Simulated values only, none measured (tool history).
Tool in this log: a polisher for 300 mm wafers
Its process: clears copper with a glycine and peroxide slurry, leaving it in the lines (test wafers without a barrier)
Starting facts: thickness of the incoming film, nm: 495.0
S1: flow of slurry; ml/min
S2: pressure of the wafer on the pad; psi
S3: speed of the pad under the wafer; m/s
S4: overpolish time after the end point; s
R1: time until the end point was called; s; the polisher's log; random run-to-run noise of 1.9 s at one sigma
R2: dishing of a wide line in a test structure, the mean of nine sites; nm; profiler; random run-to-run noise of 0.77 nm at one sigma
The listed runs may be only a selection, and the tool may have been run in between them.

run,hour,S1,S2,S3,S4,R1,R2
1,0,305,2.4,1.14,28,108.53,70.962
2,3.2,280,2.4,1.14,28,110.12,68.439
3,10.9,280,2.4,1.32,28,97.366,73.987
4,15.2,235,2.4,1.32,28,100.82,72.428
5,21.7,235,2.9,1.32,28,84.943,82.524
6,29.6,235,2.9,1.32,34,84.086,88.571
7,30.4,220,2.3,1.22,25,112.81,63.15
8,37.2,220,1.9,1.16,20,135.67,47.312
9,45.1,215,1.6,1.14,19,159.22,40.819

Estimate the outcome of run 10 from the log above:
10,48.7,210,1.5,1.14,18,?,?

R1: 167.17 s
R2: 35.783 nm
